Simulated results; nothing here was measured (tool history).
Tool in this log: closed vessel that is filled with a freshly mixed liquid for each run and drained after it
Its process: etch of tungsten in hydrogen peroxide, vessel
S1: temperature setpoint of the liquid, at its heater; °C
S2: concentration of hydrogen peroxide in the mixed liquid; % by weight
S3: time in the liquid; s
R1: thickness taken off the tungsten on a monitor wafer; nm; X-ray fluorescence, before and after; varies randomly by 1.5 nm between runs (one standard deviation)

run  hour    S1    S2   S3      R1
  1     0    49  16.5   95  176.98
  2   3.6  51.5  16.5   95  203.67
  3   9.3  53.5  16.5   95  231.42
  4    18    55  16.5   95  251.62
  5  26.4    55  18.5   95  267.04
  6  35.5    55  18.5  100  283.13
  7    43  55.5  18.5  100   289.8

Run 8 comes next. What will it give?
  8  44.2  56  18.5  100   ?

R1: 299.59 nm

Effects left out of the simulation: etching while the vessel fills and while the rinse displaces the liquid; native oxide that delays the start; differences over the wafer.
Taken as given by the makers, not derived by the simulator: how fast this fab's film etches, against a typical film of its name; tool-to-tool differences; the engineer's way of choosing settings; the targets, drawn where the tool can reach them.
